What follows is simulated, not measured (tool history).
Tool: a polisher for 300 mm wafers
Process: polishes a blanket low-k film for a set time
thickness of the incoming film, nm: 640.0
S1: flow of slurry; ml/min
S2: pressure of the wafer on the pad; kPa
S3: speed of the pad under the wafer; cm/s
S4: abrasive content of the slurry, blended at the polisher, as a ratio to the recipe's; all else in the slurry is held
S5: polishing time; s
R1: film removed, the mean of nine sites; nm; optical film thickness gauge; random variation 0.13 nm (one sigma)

| run | hour | S1 | S2 | S3 | S4 | S5 | R1 |
|---|---|---|---|---|---|---|---|
| 1 | 0 | 295 | 12.4 | 100 | 1 | 57 | 22.604 |
| 2 | 7.5 | 295 | 12.4 | 100 | 1 | 57 | 23.168 |
| 3 | 11.5 | 295 | 15.2 | 100 | 1 | 57 | 27.307 |
| 4 | 13.9 | 295 | 13.8 | 98 | 1 | 57 | 24.992 |
| 5 | 15.9 | 295 | 11 | 98 | 1 | 57 | 19.817 |
| 6 | 18.7 | 230 | 11 | 98 | 1 | 57 | 19.721 |

Forecast run 7:
| 7 | 20.1 | 230 | 10.3 | 98 | 1 | 57 | ? |

Run 7 gave R1 17.912 nm.
